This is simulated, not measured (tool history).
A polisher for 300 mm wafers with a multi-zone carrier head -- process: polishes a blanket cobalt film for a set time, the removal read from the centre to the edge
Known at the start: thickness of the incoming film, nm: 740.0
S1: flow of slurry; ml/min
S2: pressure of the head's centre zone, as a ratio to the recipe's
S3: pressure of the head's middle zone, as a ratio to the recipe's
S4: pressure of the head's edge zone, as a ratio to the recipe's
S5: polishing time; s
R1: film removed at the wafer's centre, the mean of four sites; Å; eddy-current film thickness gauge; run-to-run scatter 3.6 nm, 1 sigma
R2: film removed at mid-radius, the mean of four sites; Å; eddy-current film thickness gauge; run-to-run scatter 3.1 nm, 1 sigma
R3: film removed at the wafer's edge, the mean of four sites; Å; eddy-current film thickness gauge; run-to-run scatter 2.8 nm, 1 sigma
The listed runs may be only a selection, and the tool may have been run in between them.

run	hour	S1	S2	S3	S4	S5	R1	R2	R3
1	0	190	1	1	1	69	2074	2125.1	2143
2	5.6	195	1	1	1.02	71	2119.2	2154.6	2235
3	10.9	200	1	1.01	1.03	73	2149.1	2272.3	2346.2
4	16	200	1	1.01	1.03	59	1821.9	1786.5	1913.6
5	24.9	200	1.07	1.01	1.03	59	1873.1	1781.6	1883.5
6	27.9	200	1.02	1.01	1.03	59	1822.8	1820.5	1876.4
7	28.8	205	1.03	1.02	1.04	62	1923.4	1936	2018.4

Run 8 is up next; what results do you expect?
8	29.4	255	1.13	1.12	1.14	78	?	?	?

Run 8 came out at R1 2761.7 Å, R2 2714.1 Å, R3 2668.6 Å.

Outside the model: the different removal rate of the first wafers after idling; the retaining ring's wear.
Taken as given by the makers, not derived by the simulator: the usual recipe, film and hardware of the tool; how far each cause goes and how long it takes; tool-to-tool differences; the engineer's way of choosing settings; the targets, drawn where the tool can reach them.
